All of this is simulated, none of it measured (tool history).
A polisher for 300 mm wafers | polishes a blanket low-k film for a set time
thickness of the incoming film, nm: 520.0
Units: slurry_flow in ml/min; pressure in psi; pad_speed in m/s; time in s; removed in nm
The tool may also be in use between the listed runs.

run,hour,slurry_flow,pressure,pad_speed,slurry_solids,time,removed
1,0.0,305,2.2,0.86,1.0,35,15.6540
2,6.9,305,2.0,0.86,1.0,35,14.2640
3,12.8,305,1.9,0.82,1.0,35,13.2560
4,17.7,305,1.9,0.82,1.0,35,13.1690
5,23.6,355,1.9,0.82,1.0,35,13.2980
6,30.8,355,1.9,0.82,1.0,35,13.4380
7,32.8,355,1.8,0.78,1.0,35,12.2480
8,41.1,355,1.7,0.74,1.0,35,10.8980
9,44.3,355,1.6,0.72,1.0,35,10.2480

The next listed run, before its measurement:
10,51.9,355,1.5,0.70,1.0,35,?

{"run 10": {"removed": 9.2785}}

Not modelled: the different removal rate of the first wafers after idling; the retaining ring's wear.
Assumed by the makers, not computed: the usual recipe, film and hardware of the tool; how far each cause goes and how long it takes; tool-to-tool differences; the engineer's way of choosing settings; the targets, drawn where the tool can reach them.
